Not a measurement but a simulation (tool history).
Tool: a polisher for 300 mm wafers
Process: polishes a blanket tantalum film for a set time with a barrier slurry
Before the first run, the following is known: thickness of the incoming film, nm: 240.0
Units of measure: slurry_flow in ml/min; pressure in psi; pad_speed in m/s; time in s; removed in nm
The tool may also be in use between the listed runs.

{"run": 1, "day": 0.0, "slurry_flow": 225, "pressure": 2.2, "pad_speed": 1.04, "slurry_solids": 1, "time": 24, "removed": 44.224}
{"run": 2, "day": 0.312, "slurry_flow": 225, "pressure": 2.2, "pad_speed": 1.04, "slurry_solids": 1.15, "time": 24, "removed": 46.811}
{"run": 3, "day": 0.525, "slurry_flow": 220, "pressure": 2.1, "pad_speed": 1.04, "slurry_solids": 1.15, "time": 24, "removed": 44.686}
{"run": 4, "day": 0.55, "slurry_flow": 220, "pressure": 2.6, "pad_speed": 1.04, "slurry_solids": 1.15, "time": 24, "removed": 54.419}
{"run": 5, "day": 0.621, "slurry_flow": 220, "pressure": 2.6, "pad_speed": 1.04, "slurry_solids": 1.15, "time": 21, "removed": 47.393}
{"run": 6, "day": 0.929, "slurry_flow": 220, "pressure": 2.6, "pad_speed": 1.04, "slurry_solids": 1.15, "time": 24, "removed": 53.934}
{"run": 7, "day": 1.083, "slurry_flow": 215, "pressure": 2.4, "pad_speed": 1.04, "slurry_solids": 1.15, "time": 24, "removed": 49.964}
{"run": 8, "day": 1.238, "slurry_flow": 215, "pressure": 2.3, "pad_speed": 1.04, "slurry_solids": 1.15, "time": 24, "removed": 47.696}
{"run": 9, "day": 1.588, "slurry_flow": 185, "pressure": 1.7, "pad_speed": 1.04, "slurry_solids": 1.15, "time": 24, "removed": 35.32}
{"run": 10, "day": 1.954, "slurry_flow": 180, "pressure": 1.7, "pad_speed": 1.04, "slurry_solids": 1.15, "time": 24, "removed": 34.964}
{"run": 11, "day": 2.062, "slurry_flow": 175, "pressure": 1.7, "pad_speed": 1.04, "slurry_solids": 1.15, "time": 24, "removed": 34.623}

Run 12 is up next; what results do you expect?
{"run": 12, "day": 2.238, "slurry_flow": 170, "pressure": 1.7, "pad_speed": 1.04, "slurry_solids": 1.15, "time": 24, "removed": "?"}

{"run 12": {"removed": 34.756}}
